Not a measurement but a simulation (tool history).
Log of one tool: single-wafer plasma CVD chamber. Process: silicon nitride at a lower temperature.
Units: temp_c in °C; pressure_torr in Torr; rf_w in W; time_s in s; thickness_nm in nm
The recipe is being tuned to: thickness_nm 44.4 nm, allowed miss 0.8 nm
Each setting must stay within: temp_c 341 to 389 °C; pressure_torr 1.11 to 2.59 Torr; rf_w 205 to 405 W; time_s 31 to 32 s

| run | hour | temp_c | pressure_torr | rf_w | time_s | thickness_nm |
|---|---|---|---|---|---|---|
| 1 | 0 | 365 | 1.85 | 305 | 31 | 38.383 |
| 2 | 8.4 | 365 | 1.93 | 310 | 31 | 39.354 |
| 3 | 15.1 | 369 | 1.93 | 310 | 31 | 39.313 |
| 4 | 19.3 | 369 | 1.93 | 290 | 31 | 37.311 |
| 5 | 22.9 | 369 | 1.93 | 325 | 31 | 40.9 |
| 6 | 30.2 | 369 | 1.93 | 325 | 32 | 42.141 |
| 7 | 32.7 | 369 | 1.97 | 325 | 32 | 42.461 |
| 8 | 34.1 | 369 | 2 | 325 | 32 | 42.879 |

Exactly one of the 5 candidate moves below puts every result within its allowed miss. Which one?
| A | 35.5 | 367 | 1.95 | 335 | 31 | ? |
| B | 35.5 | 380 | 1.94 | 345 | 31.1 | ? |
| C | 35.5 | 370 | 2.37 | 320 | 32 | ? |
| D | 35.5 | 381 | 2.49 | 325 | 32 | ? |
| E | 35.5 | 368 | 2.09 | 355 | 32 | ? |

| move | thickness_nm |
|---|---|
| A | 41.931 |
| B | 42.676 |
| C | 44.614 |
| D | 45.601 |
| E | 46.347 |
A: further off than the last run
B: further off than the last run
C: in spec on every target
D: moves the result that the last run missed by most past its target, out the other side
E: moves the result that the last run missed by most past its target, out the other side
C meets every target.
